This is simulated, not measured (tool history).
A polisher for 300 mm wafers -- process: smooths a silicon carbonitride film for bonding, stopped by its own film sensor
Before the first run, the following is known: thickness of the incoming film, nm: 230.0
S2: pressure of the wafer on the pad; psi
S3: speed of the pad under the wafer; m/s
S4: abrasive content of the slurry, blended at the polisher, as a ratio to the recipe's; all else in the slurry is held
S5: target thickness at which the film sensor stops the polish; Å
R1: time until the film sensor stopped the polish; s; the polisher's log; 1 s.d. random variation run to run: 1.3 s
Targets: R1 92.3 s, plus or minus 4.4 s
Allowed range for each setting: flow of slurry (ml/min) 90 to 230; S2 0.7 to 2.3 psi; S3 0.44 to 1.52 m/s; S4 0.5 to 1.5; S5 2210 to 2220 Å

{"run": 1, "day": 0.0, "flow of slurry (ml/min)": 150, "S2": 1.5, "S3": 0.98, "S4": 1, "S5": 2210, "R1": 47.075}
{"run": 2, "day": 0.133, "flow of slurry (ml/min)": 150, "S2": 1.5, "S3": 0.98, "S4": 1.15, "S5": 2210, "R1": 45.234}
{"run": 3, "day": 0.354, "flow of slurry (ml/min)": 150, "S2": 1.7, "S3": 0.98, "S4": 1.15, "S5": 2210, "R1": 39.237}
{"run": 4, "day": 0.6, "flow of slurry (ml/min)": 150, "S2": 1.7, "S3": 0.98, "S4": 1.15, "S5": 2210, "R1": 40.57}
{"run": 5, "day": 0.742, "flow of slurry (ml/min)": 150, "S2": 1.9, "S3": 0.98, "S4": 1.15, "S5": 2210, "R1": 36.024}
{"run": 6, "day": 0.896, "flow of slurry (ml/min)": 150, "S2": 1.7, "S3": 0.92, "S4": 1.15, "S5": 2210, "R1": 41.659}
{"run": 7, "day": 1.254, "flow of slurry (ml/min)": 150, "S2": 1.5, "S3": 0.86, "S4": 1.15, "S5": 2210, "R1": 50.439}
{"run": 8, "day": 1.583, "flow of slurry (ml/min)": 145, "S2": 1.1, "S3": 0.78, "S4": 1.15, "S5": 2210, "R1": 70.465}
{"run": 9, "day": 1.833, "flow of slurry (ml/min)": 145, "S2": 1.1, "S3": 0.78, "S4": 1.15, "S5": 2210, "R1": 70.603}
{"run": 10, "day": 2.083, "flow of slurry (ml/min)": 145, "S2": 1, "S3": 0.78, "S4": 1.15, "S5": 2210, "R1": 76.88}
{"run": 11, "day": 2.133, "flow of slurry (ml/min)": 140, "S2": 0.7, "S3": 0.76, "S4": 1.15, "S5": 2210, "R1": 110.7}
{"run": 12, "day": 2.358, "flow of slurry (ml/min)": 140, "S2": 0.7, "S3": 0.76, "S4": 1.15, "S5": 2210, "R1": 111.71}
{"run": 13, "day": 2.688, "flow of slurry (ml/min)": 145, "S2": 0.7, "S3": 0.76, "S4": 1.15, "S5": 2210, "R1": 110.94}
{"run": 14, "day": 2.933, "flow of slurry (ml/min)": 145, "S2": 0.8, "S3": 0.76, "S4": 1.15, "S5": 2210, "R1": 97.088}
{"run": 15, "day": 3.029, "flow of slurry (ml/min)": 150, "S2": 0.8, "S3": 0.76, "S4": 1.15, "S5": 2210, "R1": 94.249}
{"run": 16, "day": 3.242, "flow of slurry (ml/min)": 150, "S2": 0.8, "S3": 0.76, "S4": 1.15, "S5": 2210, "R1": 96.641}
{"run": 17, "day": 3.383, "flow of slurry (ml/min)": 155, "S2": 0.8, "S3": 0.76, "S4": 1.15, "S5": 2210, "R1": 98.459}
{"run": 18, "day": 3.567, "flow of slurry (ml/min)": 155, "S2": 0.9, "S3": 0.76, "S4": 1.15, "S5": 2210, "R1": 87.777}

Which single option among these 5 for the next run brings every result within its allowed miss of target? Just one does.
{"run": "A", "day": 3.75, "flow of slurry (ml/min)": 160, "S2": 1.1, "S3": 0.58, "S4": 1.2, "S5": 2210, "R1": "?"}
{"run": "B", "day": 3.75, "flow of slurry (ml/min)": 125, "S2": 0.9, "S3": 0.94, "S4": 1, "S5": 2210, "R1": "?"}
{"run": "C", "day": 3.75, "flow of slurry (ml/min)": 150, "S2": 1, "S3": 0.54, "S4": 1.25, "S5": 2220, "R1": "?"}
{"run": "D", "day": 3.75, "flow of slurry (ml/min)": 155, "S2": 0.9, "S3": 0.68, "S4": 1.2, "S5": 2220, "R1": "?"}
{"run": "E", "day": 3.75, "flow of slurry (ml/min)": 165, "S2": 0.7, "S3": 0.98, "S4": 1.2, "S5": 2210, "R1": "?"}

move=A R1=82.779
move=B R1=84.06
move=C R1=83.733
move=D R1=82.101
move=E R1=93.216
A: lands further from the targets than the last run did
B: lands further from the targets than the last run did
C: lands further from the targets than the last run did
D: lands further from the targets than the last run did
E: every result lands within tolerance
E is the move that brings every result within its allowed miss.
